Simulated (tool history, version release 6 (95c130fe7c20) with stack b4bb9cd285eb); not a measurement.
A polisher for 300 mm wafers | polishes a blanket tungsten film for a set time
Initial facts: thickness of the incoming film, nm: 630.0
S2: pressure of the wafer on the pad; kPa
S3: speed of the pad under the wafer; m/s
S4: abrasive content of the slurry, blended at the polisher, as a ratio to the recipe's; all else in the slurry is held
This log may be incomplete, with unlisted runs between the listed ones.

run 1 hour=0.0 | flow_of_slurry_(ml/min)=275 S2=28.3 S3=1.24 S4=1.0 polishing_time_(s)=21 | film_removed_(angstrom)=1042.5
run 2 hour=0.7 | flow_of_slurry_(ml/min)=275 S2=28.3 S3=1.34 S4=1.0 polishing_time_(s)=21 | film_removed_(angstrom)=1131.2
run 3 hour=3.4 | flow_of_slurry_(ml/min)=275 S2=30.3 S3=1.36 S4=1.0 polishing_time_(s)=21 | film_removed_(angstrom)=1196.5
run 4 hour=4.1 | flow_of_slurry_(ml/min)=275 S2=32.4 S3=1.40 S4=1.0 polishing_time_(s)=21 | film_removed_(angstrom)=1364.1
run 5 hour=6.8 | flow_of_slurry_(ml/min)=275 S2=32.4 S3=1.54 S4=1.0 polishing_time_(s)=21 | film_removed_(angstrom)=1461.6
run 6 hour=13.2 | flow_of_slurry_(ml/min)=275 S2=32.4 S3=1.54 S4=1.0 polishing_time_(s)=21 | film_removed_(angstrom)=1450.0
run 7 hour=16.4 | flow_of_slurry_(ml/min)=275 S2=33.8 S3=1.54 S4=1.0 polishing_time_(s)=21 | film_removed_(angstrom)=1510.1

What does the tool deliver on the next run?
run 8 hour=21.9 | flow_of_slurry_(ml/min)=275 S2=35.2 S3=1.54 S4=1.0 polishing_time_(s)=21 | film_removed_(angstrom)=?

film removed (angstrom): 1569.1

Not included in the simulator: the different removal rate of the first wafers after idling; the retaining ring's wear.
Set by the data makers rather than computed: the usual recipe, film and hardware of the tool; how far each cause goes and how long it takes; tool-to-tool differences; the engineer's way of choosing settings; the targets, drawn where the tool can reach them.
